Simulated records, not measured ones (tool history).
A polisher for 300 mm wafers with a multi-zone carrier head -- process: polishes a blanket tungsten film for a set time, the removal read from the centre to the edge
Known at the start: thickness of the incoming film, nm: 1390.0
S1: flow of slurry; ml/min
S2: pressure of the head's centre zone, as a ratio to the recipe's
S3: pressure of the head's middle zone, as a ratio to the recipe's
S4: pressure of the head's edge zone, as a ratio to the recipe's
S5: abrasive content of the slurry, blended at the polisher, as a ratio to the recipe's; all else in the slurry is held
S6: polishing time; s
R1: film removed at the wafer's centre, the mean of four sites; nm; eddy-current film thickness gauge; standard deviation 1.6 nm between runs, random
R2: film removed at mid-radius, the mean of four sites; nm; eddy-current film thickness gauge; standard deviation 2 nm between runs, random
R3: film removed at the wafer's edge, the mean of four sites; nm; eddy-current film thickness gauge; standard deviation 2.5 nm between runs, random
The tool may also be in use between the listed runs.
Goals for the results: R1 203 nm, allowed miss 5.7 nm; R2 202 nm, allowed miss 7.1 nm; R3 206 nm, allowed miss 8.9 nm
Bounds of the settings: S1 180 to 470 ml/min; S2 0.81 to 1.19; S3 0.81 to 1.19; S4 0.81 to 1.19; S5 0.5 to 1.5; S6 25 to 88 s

run	hour	S1	S2	S3	S4	S5	S6	R1	R2	R3
1	0	300	1	1	1	1	56	444.48	433.17	451.68
2	7.1	300	1	1	1	1	64	507.41	498.76	504.58
3	9.9	270	0.98	0.99	0.95	0.9	54	411.01	406.76	407.32
4	14.5	270	0.98	0.99	0.95	0.9	59	445.22	445.7	440.58
5	21.2	270	0.98	0.99	0.95	0.8	59	434.12	436.38	433.51
6	28.5	250	0.96	0.96	0.92	0.75	51	356.36	352.66	359.96
7	34.4	240	0.95	0.95	0.89	0.7	45	304.48	309.55	312.81
8	41	235	0.95	0.94	0.87	0.65	41	276.5	272.62	279.47
9	45.6	235	0.95	0.94	0.86	0.6	38	250.96	252.01	251.39
10	52.7	235	0.95	0.93	0.86	0.6	36	237.15	230.45	241.65
11	58.1	235	0.95	0.93	0.85	0.6	35	230.41	227.91	234.11

Pick the move, out of 5, that brings all results within their allowed miss; only one does.
A	63.5	230	0.96	0.97	0.91	0.65	30	?	?	?
B	63.5	240	0.82	1.06	0.82	0.65	36	?	?	?
C	63.5	270	0.94	1.03	0.81	0.55	29	?	?	?
D	63.5	220	0.98	0.85	0.85	0.65	35	?	?	?
E	63.5	180	1.1	0.92	0.81	0.8	31	?	?	?

move	R1	R2	R3
A	201.93	206.38	206.82
B	207.65	268.14	240.45
C	187.26	205.33	187.72
D	239.33	214.93	235.76
E	244.35	208.72	212.11
A: all results in spec
B: brings the last run's worst result on target, with another outside its allowed miss
C: takes the result that was furthest off past its target
D: lands further from the targets than the last run did
E: lands further from the targets than the last run did
The move that meets every target is A.
